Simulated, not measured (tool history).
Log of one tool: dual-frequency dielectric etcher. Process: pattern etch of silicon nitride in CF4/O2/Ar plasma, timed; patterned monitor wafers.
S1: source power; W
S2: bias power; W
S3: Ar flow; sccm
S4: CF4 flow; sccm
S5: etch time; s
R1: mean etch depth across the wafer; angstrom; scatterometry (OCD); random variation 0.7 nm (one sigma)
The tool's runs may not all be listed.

run,hour,S1,S2,S3,S4,S5,R1
1,0.0,630,52,137,76,87.5,2227.7
2,4.2,600,52,137,76,87.5,2101.3
3,11.6,600,52,137,90,87.5,2152.4
4,12.5,600,52,137,90,87.5,2170.7
5,13.6,600,52,137,90,87.5,2149.4
6,20.2,670,52,137,90,87.5,2416.5
7,28.1,640,52,137,90,87.5,2308.4
8,29.0,610,52,137,90,87.5,2212.2
9,30.4,590,52,137,90,87.5,2123.7
10,34.4,570,52,137,90,87.5,2058.9

The next listed run, before its measurement:
11,42.7,550,52,137,90,87.5,?

{"run 11": {"R1": 1976.4}}
